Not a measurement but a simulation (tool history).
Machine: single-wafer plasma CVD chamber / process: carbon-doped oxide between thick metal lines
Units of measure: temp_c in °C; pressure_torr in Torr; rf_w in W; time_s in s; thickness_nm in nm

run,hour,temp_c,pressure_torr,rf_w,time_s,thickness_nm
1,0,355,4.17,420,92,412.35
2,7.3,355,3.67,420,92,406.54
3,14,355,3.67,445,92,420.72
4,21.5,359,3.36,440,92,410.11
5,27,359,3.36,440,88,390.78
6,31.7,361,3.31,440,88,387.6
7,34.4,363,3.28,440,88,386.48
8,35.8,363,3.28,440,88,386.51

What will run 9 give?
9,39.3,365,3.24,440,88,?

Run 9 gave thickness_nm 386.67 nm.
